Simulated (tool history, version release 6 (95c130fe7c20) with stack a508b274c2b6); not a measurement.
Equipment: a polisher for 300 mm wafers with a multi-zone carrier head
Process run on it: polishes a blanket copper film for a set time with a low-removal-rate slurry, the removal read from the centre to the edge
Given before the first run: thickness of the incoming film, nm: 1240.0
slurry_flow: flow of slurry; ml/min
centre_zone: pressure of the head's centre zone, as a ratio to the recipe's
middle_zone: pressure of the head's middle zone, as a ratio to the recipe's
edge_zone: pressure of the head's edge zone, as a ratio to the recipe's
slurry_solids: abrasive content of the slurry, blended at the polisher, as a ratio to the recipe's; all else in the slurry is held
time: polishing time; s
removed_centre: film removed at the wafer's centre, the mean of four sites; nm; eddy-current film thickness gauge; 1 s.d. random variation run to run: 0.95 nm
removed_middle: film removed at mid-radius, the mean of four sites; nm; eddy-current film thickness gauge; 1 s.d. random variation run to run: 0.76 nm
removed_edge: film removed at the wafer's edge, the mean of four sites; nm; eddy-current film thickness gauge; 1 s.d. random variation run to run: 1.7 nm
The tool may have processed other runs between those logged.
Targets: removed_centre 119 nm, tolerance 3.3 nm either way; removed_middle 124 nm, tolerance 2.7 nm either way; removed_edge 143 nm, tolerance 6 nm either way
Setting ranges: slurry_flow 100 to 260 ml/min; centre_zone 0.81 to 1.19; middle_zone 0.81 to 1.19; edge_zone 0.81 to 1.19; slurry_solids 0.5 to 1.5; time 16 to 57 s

run  hour  slurry_flow  centre_zone  middle_zone  edge_zone  slurry_solids  time  removed_centre  removed_middle  removed_edge
  1     0          165            1            1          1              1    36          102.62          100.29        101.26
  2   1.8          170         0.98         0.99       1.04            1.1    37          105.64          104.07         111.3
  3     7          180         0.98            1       1.07           1.15    37          106.74          106.53        112.72
  4  12.6          180         0.98            1       1.07           1.15    45          129.83          129.49        137.02
  5  14.3          180         1.03            1       1.07           1.15    45          135.35          129.56           134
  6  16.2          180         0.99            1       1.07           1.15    45          131.93          129.01        134.31
  7  19.3          170         0.97            1       1.08           1.15    45          126.49          128.97         139.8
  8  24.6          130         0.96         0.98       1.09           1.15    45          120.55          121.77        135.67
  9  26.4          130         0.95         0.98        1.1           1.15    45          119.36          124.75        132.03

Which of these 4 next moves meets every target?
  A  28.2          195         0.87         0.89        1.1            1.5    44               ?               ?             ?
  B  28.2          115         0.95         1.02       1.03            1.1    46               ?               ?             ?
  C  28.2          100         0.99         1.07       1.07           0.85    47               ?               ?             ?
  D  28.2          115         1.06         1.11       1.06           1.05    43               ?               ?             ?

move  removed_centre  removed_middle  removed_edge
   A          118.81          124.72        145.79
   B          118.24          125.66         131.5
   C          116.91          123.54        127.97
   D          122.27          123.47        123.32
A: every result lands within tolerance
B: about as far from the targets as the last run
C: lands further from the targets than the last run did
D: lands further from the targets than the last run did
The move that meets every target is A.
